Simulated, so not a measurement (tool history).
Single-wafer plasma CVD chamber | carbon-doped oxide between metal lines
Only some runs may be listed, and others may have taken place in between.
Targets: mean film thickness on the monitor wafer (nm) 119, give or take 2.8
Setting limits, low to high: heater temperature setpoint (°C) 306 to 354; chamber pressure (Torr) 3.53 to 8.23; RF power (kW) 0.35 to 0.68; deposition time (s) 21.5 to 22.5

run  hour  heater temperature setpoint (°C)  chamber pressure (Torr)  RF power (kW)  deposition time (s)  mean film thickness on the monitor wafer (nm)
  1     0                               330                     5.88          0.515                 22.5                                         142.84
  2   7.1                               330                     5.88          0.515                 21.5                                         135.56
  3  10.2                               330                     4.93          0.515                 21.5                                         135.02
  4  15.8                               330                     5.29          0.515                 21.5                                         134.63
  5  24.2                               324                     5.29          0.515                 21.5                                         139.07
  6  28.4                               326                     5.23           0.51                 21.5                                         137.96
  7  30.6                               328                      5.2          0.505                 21.5                                         133.86
  8  34.4                               330                     5.14          0.505                 21.5                                         133.65
  9  41.8                               339                     4.46          0.425                 21.5                                         113.53
 10  48.8                               338                     4.49          0.425                 21.5                                         113.66
 11  51.8                               337                     4.52          0.425                 21.5                                         114.75
 12  54.6                               336                     4.54          0.425                 21.5                                         114.34
 13  61.1                               335                     4.56          0.425                 21.5                                         114.49
 14  66.5                               335                     4.58          0.425                 21.5                                         114.97
 15  68.6                               335                      4.6          0.425                 21.5                                         115.42
 16  76.3                               335                     4.62          0.425                 21.5                                         115.02
 17  80.3                               335                     4.64          0.425                 21.5                                         114.99
 18  82.6                               335                     4.66          0.425                 21.5                                         115.53
 19  89.5                               335                     4.68          0.425                 21.5                                         115.16
 20  97.8                               335                      4.7          0.425                 21.5                                         114.49

5 candidate next runs follow, results not yet known. Just one meets every target within its allowed miss. Identify it.
  A  106.1                               336                     5.11          0.425                   22                                              ?
  B  106.1                               331                     4.64          0.405                 21.5                                              ?
  C  106.1                               329                     3.85           0.38                 22.5                                              ?
  D  106.1                               333                     4.99          0.375                 22.5                                              ?
  E  106.1                               344                     6.15          0.425                 21.5                                              ?

move  mean film thickness on the monitor wafer (nm)
   A                                         118.79
   B                                         113.23
   C                                         112.04
   D                                         111.47
   E                                         114.36
A: all results land within tolerance of their targets
B: the biggest miss grows against the last run
C: the biggest miss grows against the last run
D: the biggest miss grows against the last run
E: about the same distance from the targets as the last run
Answer: A
